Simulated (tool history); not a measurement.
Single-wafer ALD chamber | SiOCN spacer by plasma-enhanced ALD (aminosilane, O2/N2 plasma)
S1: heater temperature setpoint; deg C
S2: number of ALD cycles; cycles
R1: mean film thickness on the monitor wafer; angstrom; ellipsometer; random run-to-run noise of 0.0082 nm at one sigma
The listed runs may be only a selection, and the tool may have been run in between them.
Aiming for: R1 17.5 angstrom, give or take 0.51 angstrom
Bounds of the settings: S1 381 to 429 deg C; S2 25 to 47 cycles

run	hour	S1	S2	R1
1	0	405	36	23.153
2	6.8	395	36	23.346
3	12.6	395	35	22.592
4	17.6	389	35	22.739
5	19.5	389	40	25.943
6	28	389	35	22.824
7	36.3	389	34	22.207
8	42.1	398	28	18.209

Below are 4 possible settings for the next run. Only one of them brings all results inside the allowed miss of their targets. Which is it?
A	47.9	396	25	?
B	47.9	391	27	?
C	47.9	399	25	?
D	47.9	407	26	?

move	R1
A	16.221
B	17.519
C	16.221
D	16.78
A: takes the biggest miss from the last run beyond its target
B: hits every target within its allowed miss
C: takes the biggest miss from the last run beyond its target
D: takes the biggest miss from the last run beyond its target
Move B is the one to make.

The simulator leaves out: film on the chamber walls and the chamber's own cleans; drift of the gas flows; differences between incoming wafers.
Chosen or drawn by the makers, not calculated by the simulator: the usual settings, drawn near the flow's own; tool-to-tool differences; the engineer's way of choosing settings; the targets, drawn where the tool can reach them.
